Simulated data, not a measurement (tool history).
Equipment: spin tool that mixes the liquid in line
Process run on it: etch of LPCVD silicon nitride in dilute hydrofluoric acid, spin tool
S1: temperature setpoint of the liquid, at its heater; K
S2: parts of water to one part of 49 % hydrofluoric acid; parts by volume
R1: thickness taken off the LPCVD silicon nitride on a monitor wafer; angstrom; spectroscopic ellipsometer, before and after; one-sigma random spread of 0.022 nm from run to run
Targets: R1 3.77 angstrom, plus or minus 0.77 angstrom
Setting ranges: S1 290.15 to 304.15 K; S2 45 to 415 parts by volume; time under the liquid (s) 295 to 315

{"run": 1, "hour": 0.0, "S1": 296.15, "S2": 230, "time under the liquid (s)": 295, "R1": 7.6039}
{"run": 2, "hour": 4.7, "S1": 296.15, "S2": 230, "time under the liquid (s)": 315, "R1": 8.945}
{"run": 3, "hour": 5.8, "S1": 296.15, "S2": 275, "time under the liquid (s)": 315, "R1": 7.3132}
{"run": 4, "hour": 9.1, "S1": 296.15, "S2": 275, "time under the liquid (s)": 295, "R1": 6.1614}
{"run": 5, "hour": 10.0, "S1": 298.15, "S2": 275, "time under the liquid (s)": 295, "R1": 7.771}
{"run": 6, "hour": 17.8, "S1": 297.15, "S2": 295, "time under the liquid (s)": 295, "R1": 5.8391}
{"run": 7, "hour": 21.7, "S1": 296.65, "S2": 305, "time under the liquid (s)": 295, "R1": 5.8417}
{"run": 8, "hour": 28.9, "S1": 296.15, "S2": 320, "time under the liquid (s)": 295, "R1": 6.0742}
{"run": 9, "hour": 36.6, "S1": 296.15, "S2": 320, "time under the liquid (s)": 295, "R1": 5.4044}

Which single option among these 4 for the next run brings every result within its allowed miss of target? Just one does.
{"run": "A", "hour": 44.3, "S1": 299.15, "S2": 345, "time under the liquid (s)": 295, "R1": "?"}
{"run": "B", "hour": 44.3, "S1": 295.15, "S2": 300, "time under the liquid (s)": 295, "R1": "?"}
{"run": "C", "hour": 44.3, "S1": 292.15, "S2": 285, "time under the liquid (s)": 315, "R1": "?"}
{"run": "D", "hour": 44.3, "S1": 291.65, "S2": 335, "time under the liquid (s)": 295, "R1": "?"}

move=A R1=6.3448
move=B R1=5.7189
move=C R1=5.3072
move=D R1=4.1224
A: further off than the last run
B: further off than the last run
C: closer than the last run, but not yet in spec
D: hits every target within its allowed miss
D meets every target.
